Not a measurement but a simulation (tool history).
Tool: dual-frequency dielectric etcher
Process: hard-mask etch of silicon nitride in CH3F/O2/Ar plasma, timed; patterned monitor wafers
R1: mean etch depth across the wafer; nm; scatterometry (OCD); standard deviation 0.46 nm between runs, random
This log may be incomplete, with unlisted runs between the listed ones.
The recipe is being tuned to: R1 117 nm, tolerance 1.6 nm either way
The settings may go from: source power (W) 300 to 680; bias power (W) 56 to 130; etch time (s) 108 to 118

{"run": 1, "hour": 0.0, "source power (W)": 490, "bias power (W)": 93, "etch time (s)": 118, "R1": 104.14}
{"run": 2, "hour": 1.2, "source power (W)": 530, "bias power (W)": 94, "etch time (s)": 118, "R1": 107.22}
{"run": 3, "hour": 2.3, "source power (W)": 560, "bias power (W)": 95, "etch time (s)": 118, "R1": 108.95}
{"run": 4, "hour": 9.3, "source power (W)": 590, "bias power (W)": 96, "etch time (s)": 118, "R1": 110.56}
{"run": 5, "hour": 15.9, "source power (W)": 590, "bias power (W)": 96, "etch time (s)": 108, "R1": 102.34}
{"run": 6, "hour": 18.6, "source power (W)": 590, "bias power (W)": 96, "etch time (s)": 118, "R1": 111.77}
{"run": 7, "hour": 25.4, "source power (W)": 610, "bias power (W)": 96, "etch time (s)": 118, "R1": 111.87}
{"run": 8, "hour": 33.8, "source power (W)": 630, "bias power (W)": 97, "etch time (s)": 118, "R1": 113.17}
{"run": 9, "hour": 37.8, "source power (W)": 640, "bias power (W)": 98, "etch time (s)": 118, "R1": 114.33}

5 next moves are on the table. One of them brings every result within its allowed miss. Which?
{"run": "A", "hour": 41.8, "source power (W)": 680, "bias power (W)": 94, "etch time (s)": 115.5, "R1": "?"}
{"run": "B", "hour": 41.8, "source power (W)": 680, "bias power (W)": 117, "etch time (s)": 113.5, "R1": "?"}
{"run": "C", "hour": 41.8, "source power (W)": 600, "bias power (W)": 121, "etch time (s)": 112, "R1": "?"}
{"run": "D", "hour": 41.8, "source power (W)": 680, "bias power (W)": 99, "etch time (s)": 114, "R1": "?"}
{"run": "E", "hour": 41.8, "source power (W)": 640, "bias power (W)": 114, "etch time (s)": 110.5, "R1": "?"}

move=A R1=112.16
move=B R1=116.94
move=C R1=112.3
move=D R1=112.22
move=E R1=111.01
A: moves away from the targets compared with the last run
B: every result within its allowed miss
C: moves away from the targets compared with the last run
D: moves away from the targets compared with the last run
E: moves away from the targets compared with the last run
Answer: B

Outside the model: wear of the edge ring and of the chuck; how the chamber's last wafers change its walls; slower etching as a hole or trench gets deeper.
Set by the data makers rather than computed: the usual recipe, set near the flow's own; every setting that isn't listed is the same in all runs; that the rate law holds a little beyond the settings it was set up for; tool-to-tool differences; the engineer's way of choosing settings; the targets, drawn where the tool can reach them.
